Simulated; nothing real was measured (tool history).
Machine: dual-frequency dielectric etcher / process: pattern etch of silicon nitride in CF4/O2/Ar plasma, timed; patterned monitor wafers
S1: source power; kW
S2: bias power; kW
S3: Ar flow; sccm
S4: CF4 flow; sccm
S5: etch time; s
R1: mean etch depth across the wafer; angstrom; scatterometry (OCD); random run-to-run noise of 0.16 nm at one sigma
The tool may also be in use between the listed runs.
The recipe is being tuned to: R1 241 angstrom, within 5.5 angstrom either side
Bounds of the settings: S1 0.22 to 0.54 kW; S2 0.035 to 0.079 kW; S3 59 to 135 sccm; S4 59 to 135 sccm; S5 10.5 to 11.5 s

run  hour    S1     S2   S3  S4    S5      R1
  1     0  0.38  0.057   97  97  11.5  175.71
  2   2.3  0.38  0.057  104  97  11.5  175.78
  3   4.8  0.34  0.057  104  97  11.5  162.44
  4  12.8  0.34  0.061  104  97  11.5  167.66
  5  20.2  0.38  0.062  104  97  11.5  180.99
  6  24.2  0.32  0.062  104  97  11.5  160.87
  7  31.7  0.37  0.063  104  97  11.5  181.02
  8  37.9   0.4  0.063  104  97  11.5  191.91
  9  42.6  0.43  0.063  104  97  11.5  200.31
 10    45  0.51  0.065  103  98  11.5  234.14

Next run, 5 choices. One meets every target within its allowed miss, the rest don't. Which?
  A  47.4  0.52  0.067   98  101  11.5   ?
  B  47.4  0.49  0.066  109  100  11.5   ?
  C  47.4  0.54  0.071  109  102  10.5   ?
  D  47.4  0.53  0.065  100   88    11   ?
  E  47.4  0.54  0.067  105  127  10.5   ?

move      R1
   A  241.34
   B  226.34
   C  230.64
   D  227.35
   E  230.62
A: hits every target within its allowed miss
B: further off than the last run
C: further off than the last run
D: further off than the last run
E: further off than the last run
Answer: A
